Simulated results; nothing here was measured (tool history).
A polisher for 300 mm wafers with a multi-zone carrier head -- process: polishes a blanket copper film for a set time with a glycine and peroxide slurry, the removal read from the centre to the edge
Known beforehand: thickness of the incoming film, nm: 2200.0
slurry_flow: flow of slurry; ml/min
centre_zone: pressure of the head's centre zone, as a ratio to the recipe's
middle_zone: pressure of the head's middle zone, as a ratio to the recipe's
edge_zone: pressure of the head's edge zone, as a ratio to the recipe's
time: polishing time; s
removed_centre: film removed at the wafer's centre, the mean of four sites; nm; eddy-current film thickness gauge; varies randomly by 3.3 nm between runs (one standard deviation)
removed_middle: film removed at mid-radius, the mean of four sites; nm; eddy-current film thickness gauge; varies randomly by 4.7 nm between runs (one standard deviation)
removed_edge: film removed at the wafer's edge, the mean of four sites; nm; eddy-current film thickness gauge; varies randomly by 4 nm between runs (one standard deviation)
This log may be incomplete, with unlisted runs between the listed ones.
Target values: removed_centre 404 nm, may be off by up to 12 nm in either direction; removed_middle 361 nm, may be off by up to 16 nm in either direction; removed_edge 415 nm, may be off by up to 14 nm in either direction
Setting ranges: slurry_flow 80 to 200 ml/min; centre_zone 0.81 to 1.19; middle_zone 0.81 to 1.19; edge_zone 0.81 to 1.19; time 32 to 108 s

| run | hour | slurry_flow | centre_zone | middle_zone | edge_zone | time | removed_centre | removed_middle | removed_edge |
|---|---|---|---|---|---|---|---|---|---|
| 1 | 0 | 130 | 1 | 1 | 1 | 70 | 274.69 | 272.97 | 271.03 |
| 2 | 9 | 130 | 1 | 1 | 1.07 | 70 | 277.08 | 273.99 | 289.39 |
| 3 | 10.3 | 130 | 1 | 1 | 1.07 | 79 | 309.32 | 309.18 | 324.47 |
| 4 | 17.3 | 140 | 1.02 | 0.99 | 1.1 | 81 | 329.11 | 317.32 | 338.61 |
| 5 | 21.8 | 140 | 1.03 | 0.98 | 1.12 | 84 | 346.96 | 333.31 | 353.58 |
| 6 | 25.3 | 140 | 1.03 | 0.98 | 1.12 | 68 | 280.92 | 272.57 | 288.97 |
| 7 | 26.6 | 135 | 1.04 | 0.97 | 1.14 | 76 | 314.02 | 298.7 | 317.34 |
| 8 | 28.2 | 150 | 1.04 | 0.95 | 1.15 | 80 | 335.01 | 313.69 | 342.45 |
| 9 | 33.4 | 155 | 1.04 | 0.93 | 1.16 | 83 | 351.87 | 316.34 | 362.75 |
| 10 | 35.2 | 165 | 1.04 | 0.93 | 1.17 | 85 | 363.34 | 327.67 | 378.36 |
| 11 | 39.7 | 170 | 1.05 | 0.94 | 1.18 | 86 | 373.75 | 330.16 | 387.01 |
| 12 | 42.9 | 170 | 1.05 | 0.96 | 1.18 | 87 | 376 | 344.28 | 382.18 |
| 13 | 45.1 | 170 | 1.05 | 0.95 | 1.18 | 88 | 380.36 | 344.92 | 392.59 |
| 14 | 46.4 | 170 | 1.05 | 0.95 | 1.18 | 89 | 384.02 | 348.85 | 395.15 |
| 15 | 48.8 | 170 | 1.05 | 0.95 | 1.18 | 90 | 387.54 | 350.81 | 392.76 |

Consider the 4 candidate settings below. Which is the only one whose results all fall within their allowed miss of target?
| A | 51.2 | 185 | 1.05 | 0.85 | 1.18 | 87 | ? | ? | ? |
| B | 51.2 | 180 | 1.07 | 0.97 | 1.14 | 88 | ? | ? | ? |
| C | 51.2 | 155 | 0.98 | 0.85 | 1.19 | 101 | ? | ? | ? |
| D | 51.2 | 200 | 1.03 | 0.9 | 1.15 | 93 | ? | ? | ? |

| move | removed_centre | removed_middle | removed_edge |
|---|---|---|---|
| A | 382.62 | 313.77 | 385.84 |
| B | 393.14 | 352.86 | 381.71 |
| C | 402.97 | 355.46 | 441.89 |
| D | 405.91 | 355.28 | 409.74 |
A: its largest miss is bigger than the last run's
B: its largest miss is bigger than the last run's
C: takes the result that was furthest off past its target
D: hits every target within its allowed miss
The right move is D.
